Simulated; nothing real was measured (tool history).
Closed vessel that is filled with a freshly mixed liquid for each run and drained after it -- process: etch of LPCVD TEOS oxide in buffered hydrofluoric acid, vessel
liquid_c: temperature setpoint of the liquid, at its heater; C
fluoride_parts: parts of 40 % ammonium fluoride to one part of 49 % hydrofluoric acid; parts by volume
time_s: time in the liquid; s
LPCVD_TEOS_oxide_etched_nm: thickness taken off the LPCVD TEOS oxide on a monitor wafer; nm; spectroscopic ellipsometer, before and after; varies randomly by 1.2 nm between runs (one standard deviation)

Run 1, hour 0.0: liquid_c 24.0 C, fluoride_parts 9.5 parts by volume, time_s 100 s. Result: LPCVD_TEOS_oxide_etched_nm 251.76 nm.
Run 2, hour 3.1: liquid_c 24.0 C, fluoride_parts 9.5 parts by volume, time_s 110 s. Result: LPCVD_TEOS_oxide_etched_nm 276.30 nm.
Run 3, hour 6.5: liquid_c 23.5 C, fluoride_parts 9.5 parts by volume, time_s 110 s. Result: LPCVD_TEOS_oxide_etched_nm 267.37 nm.
Run 4, hour 7.4: liquid_c 23.0 C, fluoride_parts 9.5 parts by volume, time_s 110 s. Result: LPCVD_TEOS_oxide_etched_nm 259.21 nm.
Run 5, hour 14.2: liquid_c 24.5 C, fluoride_parts 9.5 parts by volume, time_s 110 s. Result: LPCVD_TEOS_oxide_etched_nm 280.73 nm.
Run 6, hour 17.4: liquid_c 24.0 C, fluoride_parts 9.5 parts by volume, time_s 110 s. Result: LPCVD_TEOS_oxide_etched_nm 276.26 nm.

Forecast run 7:
Run 7, hour 18.2: liquid_c 24.0 C, fluoride_parts 9.5 parts by volume, time_s 110 s. Result: LPCVD_TEOS_oxide_etched_nm ?.

LPCVD_TEOS_oxide_etched_nm: 275.30 nm
